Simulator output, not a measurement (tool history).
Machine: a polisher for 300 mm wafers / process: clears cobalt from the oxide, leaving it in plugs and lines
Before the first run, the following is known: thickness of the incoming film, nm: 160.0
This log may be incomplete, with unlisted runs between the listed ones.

run,hour,flow of slurry (ml/min),pressure of the wafer on the pad (psi),speed of the pad under the wafer (cm/s),overpolish time after the end point (s),time until the end point was called (s),dishing of a wide line in a test structure (nm)
1,0,175,2.5,96,24,21.345,59.495
2,1.2,175,2.2,96,24,24.54,56.853
3,6.2,175,2.1,96,26,25.321,58.994
4,10,175,2,96,27,26.542,58.481
5,18.6,175,2.6,96,27,20.397,61.691
6,22.8,175,2.6,96,19,20.951,56.851

Forecast run 7:
7,27,175,2.4,94,21,?,?

time until the end point was called (s): 22.833
dishing of a wide line in a test structure (nm): 55.697
